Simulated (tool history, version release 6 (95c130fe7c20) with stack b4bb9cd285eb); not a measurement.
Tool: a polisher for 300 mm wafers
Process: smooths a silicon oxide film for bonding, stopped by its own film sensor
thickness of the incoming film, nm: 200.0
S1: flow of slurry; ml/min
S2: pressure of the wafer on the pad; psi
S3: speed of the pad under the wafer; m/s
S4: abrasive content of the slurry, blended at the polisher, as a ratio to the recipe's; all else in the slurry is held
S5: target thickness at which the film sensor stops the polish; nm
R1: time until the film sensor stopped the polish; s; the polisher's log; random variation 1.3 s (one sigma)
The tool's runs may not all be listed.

Run 1, hour 0.0: S1 200 ml/min, S2 1.3 psi, S3 0.82 m/s, S4 1.0, S5 164 nm. Result: R1 79.273 s.
Run 2, hour 6.6: S1 195 ml/min, S2 1.1 psi, S3 0.82 m/s, S4 1.0, S5 164 nm. Result: R1 92.877 s.
Run 3, hour 9.0: S1 195 ml/min, S2 1.1 psi, S3 0.82 m/s, S4 1.0, S5 167 nm. Result: R1 86.213 s.
Run 4, hour 16.5: S1 195 ml/min, S2 1.1 psi, S3 0.94 m/s, S4 1.0, S5 167 nm. Result: R1 77.367 s.
Run 5, hour 19.2: S1 195 ml/min, S2 1.4 psi, S3 0.94 m/s, S4 1.0, S5 167 nm. Result: R1 60.963 s.
Run 6, hour 24.5: S1 195 ml/min, S2 1.4 psi, S3 0.94 m/s, S4 1.0, S5 167 nm. Result: R1 61.139 s.

Run 7 comes next. What will it give?
Run 7, hour 32.5: S1 195 ml/min, S2 1.1 psi, S3 0.90 m/s, S4 1.0, S5 167 nm. Result: R1 ?.

R1: 81.481 s
